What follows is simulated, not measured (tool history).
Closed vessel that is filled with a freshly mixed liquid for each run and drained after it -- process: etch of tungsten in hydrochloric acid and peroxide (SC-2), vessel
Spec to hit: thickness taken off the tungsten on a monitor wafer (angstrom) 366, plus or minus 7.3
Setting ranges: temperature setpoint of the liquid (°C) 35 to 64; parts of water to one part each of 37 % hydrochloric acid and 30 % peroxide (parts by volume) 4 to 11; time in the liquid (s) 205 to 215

run	hour	temperature setpoint of the liquid (°C)	parts of water to one part each of 37 % hydrochloric acid and 30 % peroxide (parts by volume)	time in the liquid (s)	thickness taken off the tungsten on a monitor wafer (angstrom)
1	0	48	6	205	426.67
2	6.7	47.5	6	205	408.12
3	10.6	47	6	205	397.1
4	18.1	47	4	205	529.47
5	23.5	46	4	205	492.23
6	27.1	46	4	205	490.88
7	28.2	45	4	205	460.23
8	31.9	44.5	4	205	448.68
9	41.1	44	4	205	428.1
10	47.6	43.5	4	205	414.14
11	55.6	43.5	4	205	415.82
12	64.8	43	4	205	400.44
13	68.5	42.5	4	205	387.12
14	75.7	42.5	4	205	390.58
15	78.2	42	4	205	376.19

Below are 5 possible settings for the next run. Only one of them brings all results inside the allowed miss of their targets. Which is it?
A	80.7	41.5	4	215	?
B	80.7	42.5	4	205	?
C	80.7	43.5	4.5	205	?
D	80.7	45.5	6	210	?
E	80.7	44.5	5	205	?

move	thickness taken off the tungsten on a monitor wafer (angstrom)
A	376.55
B	385.11
C	381.14
D	364.17
E	379.28
A: roughly where the last run was
B: its largest miss is bigger than the last run's
C: its largest miss is bigger than the last run's
D: all results in spec
E: its largest miss is bigger than the last run's
D meets every target.
